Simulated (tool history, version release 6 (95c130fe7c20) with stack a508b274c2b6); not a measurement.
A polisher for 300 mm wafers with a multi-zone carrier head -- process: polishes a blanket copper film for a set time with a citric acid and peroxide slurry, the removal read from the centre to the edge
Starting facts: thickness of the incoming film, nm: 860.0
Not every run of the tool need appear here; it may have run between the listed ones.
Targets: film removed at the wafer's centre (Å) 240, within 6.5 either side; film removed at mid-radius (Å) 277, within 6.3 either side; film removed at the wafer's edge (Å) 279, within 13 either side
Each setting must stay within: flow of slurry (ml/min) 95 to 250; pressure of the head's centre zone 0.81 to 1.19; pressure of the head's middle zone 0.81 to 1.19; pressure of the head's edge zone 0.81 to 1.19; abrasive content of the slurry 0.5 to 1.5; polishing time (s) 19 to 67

run  hour  flow of slurry (ml/min)  pressure of the head's centre zone  pressure of the head's middle zone  pressure of the head's edge zone  abrasive content of the slurry  polishing time (s)  film removed at the wafer's centre (Å)  film removed at mid-radius (Å)  film removed at the wafer's edge (Å)
  1     0                      160                                   1                                   1                                 1                               1                  43                                  529.05                          519.22                                541.71
  2   7.6                      160                                0.92                                   1                                 1                               1                  43                                  488.85                           518.2                                541.87
  3    12                      145                                0.89                                0.99                              0.95                            0.85                  37                                  387.77                          429.18                                429.48
  4    13                      165                                0.89                                0.99                              0.95                            0.85                  37                                   399.6                          433.53                                 440.9
  5  18.6                      165                                0.92                                0.99                              0.95                            0.85                  37                                  413.73                          437.86                                441.35
  6  26.2                      145                                0.88                                0.96                              0.93                            0.75                  33                                  338.16                          366.59                                377.39
  7  33.9                      130                                0.86                                0.95                               0.9                            0.65                  31                                  292.76                          322.62                                336.53
  8  36.1                      120                                0.85                                0.95                              0.87                             0.6                  30                                  272.69                          301.14                                314.82
  9  39.8                      115                                0.84                                0.96                              0.85                            0.55                  29                                  255.23                          287.14                                 293.6
 10    46                      110                                0.83                                0.96                              0.84                            0.55                  29                                  250.15                           285.6                                284.35
 11  47.9                      105                                0.82                                0.96                              0.84                            0.55                  29                                  241.31                          285.83                                287.47

Exercise: of the 5 proposed moves below, exactly one satisfies all targets within the stated allowed misses. Which move is it?
  A  49.8                      165                                0.81                                0.95                              0.88                             0.5                  26                                       ?                               ?                                     ?
  B  49.8                      115                                0.83                                1.11                              0.81                             0.5                  27                                       ?                               ?                                     ?
  C  49.8                      100                                0.86                                1.06                              0.93                             0.6                  28                                       ?                               ?                                     ?
  D  49.8                       95                                0.82                                0.91                              0.92                            0.75                  29                                       ?                               ?                                     ?
  E  49.8                       95                                0.89                                0.96                               0.9                             0.5                  28                                       ?                               ?                                     ?

move  film removed at the wafer's centre (Å)  film removed at mid-radius (Å)  film removed at the wafer's edge (Å)
   A                                  237.65                          278.27                                271.48
   B                                   231.7                          300.16                                256.77
   C                                  243.43                           296.2                                282.78
   D                                  244.04                          278.86                                298.07
   E                                  241.23                          264.89                                269.63
A: in spec on every target
B: lands further from the targets than the last run did
C: lands further from the targets than the last run did
D: brings the last run's worst result on target, with another outside its allowed miss
E: pushes the last run's worst result past its target
A meets every target.

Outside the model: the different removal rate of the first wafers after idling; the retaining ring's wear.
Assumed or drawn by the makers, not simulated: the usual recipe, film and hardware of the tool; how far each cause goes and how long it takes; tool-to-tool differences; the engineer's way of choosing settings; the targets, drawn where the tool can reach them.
